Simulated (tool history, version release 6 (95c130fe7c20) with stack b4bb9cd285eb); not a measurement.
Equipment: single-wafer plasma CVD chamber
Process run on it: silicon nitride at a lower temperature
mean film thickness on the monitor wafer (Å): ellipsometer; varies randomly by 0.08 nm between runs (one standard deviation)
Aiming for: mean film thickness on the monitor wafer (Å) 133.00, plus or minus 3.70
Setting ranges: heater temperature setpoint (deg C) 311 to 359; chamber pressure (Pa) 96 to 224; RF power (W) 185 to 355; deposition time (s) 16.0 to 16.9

run	hour	heater temperature setpoint (deg C)	chamber pressure (Pa)	RF power (W)	deposition time (s)	mean film thickness on the monitor wafer (Å)
1	0.0	335	160	270	16.9	176.22
2	4.0	335	156	260	16.8	168.27
3	12.1	335	156	260	16.0	158.66
4	16.1	335	137	260	16.0	153.58
5	19.6	335	137	260	16.9	162.93
6	23.7	335	112	260	16.9	153.40
7	24.8	335	111	255	16.9	150.29
8	33.1	335	109	250	16.9	147.35
9	35.0	335	108	245	16.9	142.83
10	43.6	335	107	245	16.9	143.45
11	46.1	335	105	245	16.9	142.55
12	48.3	335	104	245	16.9	140.58
13	53.0	335	103	245	16.9	139.17
14	57.3	335	97	230	16.8	128.29

Next run, 4 choices. One meets every target within its allowed miss, the rest don't. Which?
A	61.6	335	105	235	16.5	?
B	61.6	333	104	230	16.0	?
C	61.6	347	96	235	16.0	?
D	61.6	329	96	225	16.6	?

move	mean film thickness on the monitor wafer (Å)
A	131.82
B	124.64
C	123.59
D	123.34
A: in spec on every target
B: misses by more than the last run did
C: misses by more than the last run did
D: misses by more than the last run did
Correct choice: A, which meets every target

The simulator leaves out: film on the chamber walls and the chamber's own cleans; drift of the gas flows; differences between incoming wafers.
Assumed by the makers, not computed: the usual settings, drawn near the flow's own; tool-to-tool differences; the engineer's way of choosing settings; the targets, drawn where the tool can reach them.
